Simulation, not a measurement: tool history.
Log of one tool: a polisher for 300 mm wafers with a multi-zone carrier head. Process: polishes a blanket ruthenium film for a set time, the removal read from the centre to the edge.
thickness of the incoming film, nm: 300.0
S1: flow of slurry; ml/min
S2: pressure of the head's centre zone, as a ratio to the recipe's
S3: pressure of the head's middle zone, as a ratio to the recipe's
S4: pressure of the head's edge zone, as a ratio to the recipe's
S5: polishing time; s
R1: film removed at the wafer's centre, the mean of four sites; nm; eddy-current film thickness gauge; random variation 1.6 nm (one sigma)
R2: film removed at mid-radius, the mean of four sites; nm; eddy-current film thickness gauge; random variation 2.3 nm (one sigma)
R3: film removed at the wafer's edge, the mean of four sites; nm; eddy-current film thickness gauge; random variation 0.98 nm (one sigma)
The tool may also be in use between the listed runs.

run 1 hour=0 | S1=190 S2=1 S3=1 S4=1 S5=63 | R1=91.489 R2=91.328 R3=87.915
run 2 hour=6.5 | S1=230 S2=1 S3=1 S4=1 S5=63 | R1=96.303 R2=92.66 R3=89.642
run 3 hour=8.6 | S1=220 S2=0.97 S3=1.05 S4=1.01 S5=70 | R1=104.87 R2=106.52 R3=100.67
run 4 hour=14 | S1=205 S2=0.92 S3=1.09 S4=0.99 S5=76 | R1=104.52 R2=117.15 R3=106.92
run 5 hour=15.3 | S1=205 S2=0.92 S3=1.09 S4=1.05 S5=76 | R1=105.55 R2=116.8 R3=111.02
run 6 hour=20.8 | S1=205 S2=0.92 S3=1.09 S4=1.05 S5=89 | R1=123.16 R2=139.18 R3=129.41

Run 7 comes next. What will it give?
run 7 hour=21.4 | S1=200 S2=0.9 S3=1.12 S4=1.02 S5=90 | R1=? R2=? R3=?

R1: 123.07 nm
R2: 144.78 nm
R3: 127.84 nm

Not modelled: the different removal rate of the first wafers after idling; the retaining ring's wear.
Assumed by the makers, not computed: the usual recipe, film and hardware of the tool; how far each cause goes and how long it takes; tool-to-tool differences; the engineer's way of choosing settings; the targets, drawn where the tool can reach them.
